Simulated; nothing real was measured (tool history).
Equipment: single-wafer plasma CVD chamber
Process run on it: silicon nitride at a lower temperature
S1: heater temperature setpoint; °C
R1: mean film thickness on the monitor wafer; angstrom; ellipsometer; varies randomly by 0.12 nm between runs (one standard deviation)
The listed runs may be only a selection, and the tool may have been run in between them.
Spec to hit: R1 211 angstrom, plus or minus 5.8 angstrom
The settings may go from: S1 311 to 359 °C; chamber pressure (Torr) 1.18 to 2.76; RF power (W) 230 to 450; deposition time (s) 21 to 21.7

Run 1, day 0: S1 335 °C, chamber pressure (Torr) 1.97, RF power (W) 340, deposition time (s) 21. Result: R1 281.57 angstrom.
Run 2, day 0.221: S1 335 °C, chamber pressure (Torr) 1.89, RF power (W) 325, deposition time (s) 21. Result: R1 268.35 angstrom.
Run 3, day 0.492: S1 335 °C, chamber pressure (Torr) 1.89, RF power (W) 325, deposition time (s) 21. Result: R1 267.99 angstrom.
Run 4, day 0.708: S1 341 °C, chamber pressure (Torr) 1.89, RF power (W) 325, deposition time (s) 21. Result: R1 265.92 angstrom.
Run 5, day 0.946: S1 341 °C, chamber pressure (Torr) 1.81, RF power (W) 315, deposition time (s) 21. Result: R1 256.79 angstrom.
Run 6, day 1.192: S1 341 °C, chamber pressure (Torr) 1.81, RF power (W) 315, deposition time (s) 21.7. Result: R1 267.79 angstrom.
Run 7, day 1.379: S1 341 °C, chamber pressure (Torr) 1.75, RF power (W) 305, deposition time (s) 21.6. Result: R1 254.28 angstrom.
Run 8, day 1.704: S1 341 °C, chamber pressure (Torr) 1.75, RF power (W) 305, deposition time (s) 21.6. Result: R1 253.78 angstrom.
Run 9, day 1.904: S1 341 °C, chamber pressure (Torr) 1.69, RF power (W) 300, deposition time (s) 21.6. Result: R1 246.98 angstrom.
Run 10, day 2.038: S1 341 °C, chamber pressure (Torr) 1.69, RF power (W) 300, deposition time (s) 21.6. Result: R1 248.87 angstrom.
Run 11, day 2.071: S1 341 °C, chamber pressure (Torr) 1.64, RF power (W) 295, deposition time (s) 21.6. Result: R1 240.32 angstrom.
Run 12, day 2.104: S1 341 °C, chamber pressure (Torr) 1.59, RF power (W) 295, deposition time (s) 21.6. Result: R1 241.89 angstrom.
Run 13, day 2.45: S1 341 °C, chamber pressure (Torr) 1.55, RF power (W) 290, deposition time (s) 21.6. Result: R1 232.32 angstrom.
Run 14, day 2.692: S1 341 °C, chamber pressure (Torr) 1.51, RF power (W) 290, deposition time (s) 21.6. Result: R1 230.49 angstrom.
Run 15, day 2.754: S1 341 °C, chamber pressure (Torr) 1.3, RF power (W) 255, deposition time (s) 21.4. Result: R1 190.52 angstrom.
Run 16, day 2.9: S1 341 °C, chamber pressure (Torr) 1.34, RF power (W) 255, deposition time (s) 21.4. Result: R1 195.11 angstrom.
Run 17, day 2.992: S1 341 °C, chamber pressure (Torr) 1.37, RF power (W) 255, deposition time (s) 21.4. Result: R1 192.72 angstrom.
Run 18, day 3.108: S1 341 °C, chamber pressure (Torr) 1.41, RF power (W) 255, deposition time (s) 21.4. Result: R1 193.84 angstrom.
Run 19, day 3.479: S1 341 °C, chamber pressure (Torr) 1.75, RF power (W) 280, deposition time (s) 21.5. Result: R1 229.02 angstrom.
Run 20, day 3.704: S1 341 °C, chamber pressure (Torr) 1.71, RF power (W) 280, deposition time (s) 21.5. Result: R1 227.4 angstrom.
Run 21, day 3.95: S1 341 °C, chamber pressure (Torr) 1.67, RF power (W) 280, deposition time (s) 21.5. Result: R1 228.46 angstrom.
Run 22, day 4.125: S1 341 °C, chamber pressure (Torr) 1.63, RF power (W) 280, deposition time (s) 21.5. Result: R1 226.6 angstrom.

Which single option among these 5 for the next run brings every result within its allowed miss of target? Just one does.
Run A, day 4.3: S1 341 °C, chamber pressure (Torr) 1.6, RF power (W) 285, deposition time (s) 21.4. Result: R1 ?.
Run B, day 4.3: S1 342 °C, chamber pressure (Torr) 1.23, RF power (W) 275, deposition time (s) 21.7. Result: R1 ?.
Run C, day 4.3: S1 346 °C, chamber pressure (Torr) 1.41, RF power (W) 285, deposition time (s) 21.7. Result: R1 ?.
Run D, day 4.3: S1 347 °C, chamber pressure (Torr) 1.35, RF power (W) 295, deposition time (s) 21.7. Result: R1 ?.
Run E, day 4.3: S1 337 °C, chamber pressure (Torr) 1.87, RF power (W) 275, deposition time (s) 21. Result: R1 ?.

move      R1
   A   229.1
   B  209.33
   C  224.82
   D  230.85
   E  224.65
A: its largest miss is bigger than the last run's
B: all results land within tolerance of their targets
C: better than the last run, though not everything is in spec
D: its largest miss is bigger than the last run's
E: better than the last run, though not everything is in spec
The move that meets every target is B.
